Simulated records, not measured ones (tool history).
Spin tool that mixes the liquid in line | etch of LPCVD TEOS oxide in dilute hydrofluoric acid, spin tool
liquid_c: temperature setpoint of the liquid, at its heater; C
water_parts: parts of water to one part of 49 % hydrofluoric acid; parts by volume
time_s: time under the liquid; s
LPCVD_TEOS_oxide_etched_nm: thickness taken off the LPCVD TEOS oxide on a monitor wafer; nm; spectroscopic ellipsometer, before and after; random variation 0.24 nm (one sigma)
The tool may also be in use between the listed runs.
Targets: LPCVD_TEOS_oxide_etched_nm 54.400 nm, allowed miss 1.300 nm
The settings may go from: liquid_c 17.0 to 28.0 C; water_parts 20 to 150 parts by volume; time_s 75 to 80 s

{"run": 1, "day": 0.0, "liquid_c": 20.0, "water_parts": 85, "time_s": 75, "LPCVD_TEOS_oxide_etched_nm": 32.826}
{"run": 2, "day": 0.367, "liquid_c": 21.5, "water_parts": 80, "time_s": 75, "LPCVD_TEOS_oxide_etched_nm": 37.284}
{"run": 3, "day": 0.629, "liquid_c": 21.5, "water_parts": 80, "time_s": 75, "LPCVD_TEOS_oxide_etched_nm": 37.715}
{"run": 4, "day": 0.967, "liquid_c": 21.5, "water_parts": 80, "time_s": 75, "LPCVD_TEOS_oxide_etched_nm": 37.511}
{"run": 5, "day": 1.012, "liquid_c": 23.0, "water_parts": 80, "time_s": 75, "LPCVD_TEOS_oxide_etched_nm": 39.585}
{"run": 6, "day": 1.292, "liquid_c": 20.0, "water_parts": 80, "time_s": 75, "LPCVD_TEOS_oxide_etched_nm": 35.177}
{"run": 7, "day": 1.462, "liquid_c": 21.5, "water_parts": 80, "time_s": 75, "LPCVD_TEOS_oxide_etched_nm": 37.277}
{"run": 8, "day": 1.767, "liquid_c": 23.0, "water_parts": 80, "time_s": 75, "LPCVD_TEOS_oxide_etched_nm": 39.883}
{"run": 9, "day": 2.104, "liquid_c": 24.0, "water_parts": 80, "time_s": 75, "LPCVD_TEOS_oxide_etched_nm": 41.44}
{"run": 10, "day": 2.146, "liquid_c": 25.0, "water_parts": 80, "time_s": 75, "LPCVD_TEOS_oxide_etched_nm": 43.343}
{"run": 11, "day": 2.279, "liquid_c": 25.5, "water_parts": 80, "time_s": 75, "LPCVD_TEOS_oxide_etched_nm": 44.108}
{"run": 12, "day": 2.371, "liquid_c": 26.0, "water_parts": 80, "time_s": 75, "LPCVD_TEOS_oxide_etched_nm": 44.662}
{"run": 13, "day": 2.483, "liquid_c": 26.5, "water_parts": 80, "time_s": 75, "LPCVD_TEOS_oxide_etched_nm": 46.233}
{"run": 14, "day": 2.621, "liquid_c": 27.0, "water_parts": 80, "time_s": 75, "LPCVD_TEOS_oxide_etched_nm": 46.579}
{"run": 15, "day": 2.788, "liquid_c": 27.5, "water_parts": 75, "time_s": 75, "LPCVD_TEOS_oxide_etched_nm": 50.858}
{"day": 3.121, "done": "hydrofluoric acid flow meter replaced"}
{"run": 16, "day": 3.121, "liquid_c": 28.0, "water_parts": 75, "time_s": 75, "LPCVD_TEOS_oxide_etched_nm": 47.481}

Which of these 5 next moves meets every target?
{"run": "A", "day": 3.454, "liquid_c": 27.0, "water_parts": 85, "time_s": 80, "LPCVD_TEOS_oxide_etched_nm": "?"}
{"run": "B", "day": 3.454, "liquid_c": 26.0, "water_parts": 70, "time_s": 80, "LPCVD_TEOS_oxide_etched_nm": "?"}
{"run": "C", "day": 3.454, "liquid_c": 27.5, "water_parts": 60, "time_s": 75, "LPCVD_TEOS_oxide_etched_nm": "?"}
{"run": "D", "day": 3.454, "liquid_c": 27.5, "water_parts": 65, "time_s": 75, "LPCVD_TEOS_oxide_etched_nm": "?"}
{"run": "E", "day": 3.454, "liquid_c": 27.0, "water_parts": 65, "time_s": 80, "LPCVD_TEOS_oxide_etched_nm": "?"}

move=A LPCVD_TEOS_oxide_etched_nm=42.813
move=B LPCVD_TEOS_oxide_etched_nm=51.001
move=C LPCVD_TEOS_oxide_etched_nm=60.037
move=D LPCVD_TEOS_oxide_etched_nm=55.027
move=E LPCVD_TEOS_oxide_etched_nm=57.545
A: further off than the last run
B: nearer than the last run, and not there yet
C: takes the result that was furthest off past its target
D: meets every target
E: takes the result that was furthest off past its target
Move D is the one to make.
